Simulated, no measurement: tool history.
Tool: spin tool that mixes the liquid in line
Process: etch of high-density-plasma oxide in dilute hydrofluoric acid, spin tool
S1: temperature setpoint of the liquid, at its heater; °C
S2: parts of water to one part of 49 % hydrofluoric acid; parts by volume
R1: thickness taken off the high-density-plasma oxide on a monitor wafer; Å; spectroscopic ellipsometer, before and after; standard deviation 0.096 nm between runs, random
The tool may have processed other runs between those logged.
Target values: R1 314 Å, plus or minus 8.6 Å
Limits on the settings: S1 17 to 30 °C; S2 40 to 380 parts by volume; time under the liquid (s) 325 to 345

run 1 day=0 | S1=22 S2=210 time_under_the_liquid_(s)=325 | R1=116.69
run 2 day=0.096 | S1=19.5 S2=210 time_under_the_liquid_(s)=325 | R1=106.68
run 3 day=0.196 | S1=21 S2=190 time_under_the_liquid_(s)=325 | R1=126.86
run 4 day=0.562 | S1=21 S2=190 time_under_the_liquid_(s)=345 | R1=135.03
run 5 day=0.762 | S1=22.5 S2=170 time_under_the_liquid_(s)=345 | R1=162.64
run 6 day=1.117 | S1=22.5 S2=170 time_under_the_liquid_(s)=345 | R1=163.12
run 7 day=1.15 | S1=23.5 S2=155 time_under_the_liquid_(s)=345 | R1=188.24
run 8 day=1.358 | S1=24.5 S2=145 time_under_the_liquid_(s)=345 | R1=212.31
run 9 day=1.679 | S1=28.5 S2=115 time_under_the_liquid_(s)=345 | R1=323.13

Consider the 4 candidate settings below. Which is the only one whose results all fall within their allowed miss of target?
run A day=2 | S1=30 S2=130 time_under_the_liquid_(s)=345 | R1=?
run B day=2 | S1=27.5 S2=115 time_under_the_liquid_(s)=325 | R1=?
run C day=2 | S1=28 S2=105 time_under_the_liquid_(s)=345 | R1=?
run D day=2 | S1=28 S2=115 time_under_the_liquid_(s)=345 | R1=?

move=A R1=295.97
move=B R1=292.93
move=C R1=351.72
move=D R1=316.9
A: carries the result that was furthest off beyond its target, to the other side
B: carries the result that was furthest off beyond its target, to the other side
C: misses by more than the last run did
D: meets every target
The move that meets every target is D.
